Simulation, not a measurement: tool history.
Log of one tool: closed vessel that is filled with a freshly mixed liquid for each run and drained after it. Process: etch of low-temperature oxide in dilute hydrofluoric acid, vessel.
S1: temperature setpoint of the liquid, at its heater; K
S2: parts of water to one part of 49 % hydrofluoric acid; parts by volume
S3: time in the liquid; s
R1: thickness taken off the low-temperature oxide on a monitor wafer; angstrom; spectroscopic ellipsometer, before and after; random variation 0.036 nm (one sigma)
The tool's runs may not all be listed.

| run | day | S1 | S2 | S3 | R1 |
|---|---|---|---|---|---|
| 1 | 0 | 298.15 | 245 | 170 | 68.754 |
| 2 | 0.067 | 297.15 | 250 | 170 | 65.351 |
| 3 | 0.175 | 297.15 | 250 | 185 | 72.255 |
| 4 | 0.271 | 299.65 | 250 | 185 | 76.91 |
| 5 | 0.392 | 299.65 | 250 | 170 | 70.667 |
| 6 | 0.667 | 297.65 | 250 | 170 | 66.018 |
| 7 | 0.967 | 296.65 | 260 | 170 | 60.442 |
| 8 | 1.229 | 292.65 | 295 | 170 | 45.375 |
| 9 | 1.408 | 292.15 | 295 | 170 | 44.475 |

Run 10 comes next. What will it give?
| 10 | 1.688 | 292.15 | 295 | 170 | ? |

Run 10 gave R1 43.951 angstrom.
